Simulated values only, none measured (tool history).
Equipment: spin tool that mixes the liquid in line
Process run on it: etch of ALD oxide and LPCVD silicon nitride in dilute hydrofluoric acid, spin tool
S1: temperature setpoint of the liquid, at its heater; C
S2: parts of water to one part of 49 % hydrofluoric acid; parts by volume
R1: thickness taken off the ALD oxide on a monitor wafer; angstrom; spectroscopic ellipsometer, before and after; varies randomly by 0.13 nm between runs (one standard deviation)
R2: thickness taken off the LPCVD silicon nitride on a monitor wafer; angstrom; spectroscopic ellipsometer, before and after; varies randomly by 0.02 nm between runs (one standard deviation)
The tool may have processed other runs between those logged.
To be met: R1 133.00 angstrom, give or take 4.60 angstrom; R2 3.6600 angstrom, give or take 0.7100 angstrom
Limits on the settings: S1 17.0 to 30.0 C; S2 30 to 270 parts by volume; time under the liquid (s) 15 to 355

Run 1, day 0.000: S1 22.0 C, S2 150 parts by volume, time under the liquid (s) 180. Result: R1 166.78 angstrom, R2 5.4253 angstrom.
Run 2, day 0.300: S1 20.5 C, S2 150 parts by volume, time under the liquid (s) 180. Result: R1 157.96 angstrom, R2 4.7536 angstrom.
Run 3, day 0.383: S1 20.5 C, S2 150 parts by volume, time under the liquid (s) 240. Result: R1 211.32 angstrom, R2 6.0566 angstrom.
Run 4, day 0.479: S1 20.5 C, S2 115 parts by volume, time under the liquid (s) 240. Result: R1 285.40 angstrom, R2 9.2585 angstrom.
Run 5, day 0.750: S1 20.5 C, S2 115 parts by volume, time under the liquid (s) 280. Result: R1 336.70 angstrom, R2 10.0130 angstrom.
Run 6, day 1.083: S1 20.5 C, S2 115 parts by volume, time under the liquid (s) 220. Result: R1 263.85 angstrom, R2 7.1281 angstrom.
Run 7, day 1.129: S1 19.5 C, S2 135 parts by volume, time under the liquid (s) 220. Result: R1 212.42 angstrom, R2 6.1173 angstrom.
Run 8, day 1.400: S1 19.0 C, S2 150 parts by volume, time under the liquid (s) 220. Result: R1 182.48 angstrom, R2 5.0763 angstrom.
Run 9, day 1.633: S1 19.0 C, S2 160 parts by volume, time under the liquid (s) 220. Result: R1 171.79 angstrom, R2 4.8668 angstrom.
Run 10, day 1.712: S1 18.5 C, S2 170 parts by volume, time under the liquid (s) 220. Result: R1 158.20 angstrom, R2 4.1439 angstrom.

4 candidate next runs follow, results not yet known. Just one meets every target within its allowed miss. Identify it.
Run A, day 1.792: S1 26.5 C, S2 190 parts by volume, time under the liquid (s) 170. Result: R1 ?, R2 ?.
Run B, day 1.792: S1 28.0 C, S2 185 parts by volume, time under the liquid (s) 145. Result: R1 ?, R2 ?.
Run C, day 1.792: S1 18.5 C, S2 190 parts by volume, time under the liquid (s) 195. Result: R1 ?, R2 ?.
Run D, day 1.792: S1 17.0 C, S2 240 parts by volume, time under the liquid (s) 300. Result: R1 ?, R2 ?.

move      R1      R2
   A  146.21  5.1829
   B  135.97  4.9811
   C  123.92  3.5521
   D  135.92  3.9511
A: closer than the last run, but not yet in spec
B: puts the biggest miss on target and leaves a different result outside tolerance
C: the result that was furthest off in the last run now lies on the other side of its target
D: each result inside its tolerance
So the answer is move D, the one that meets all the targets.
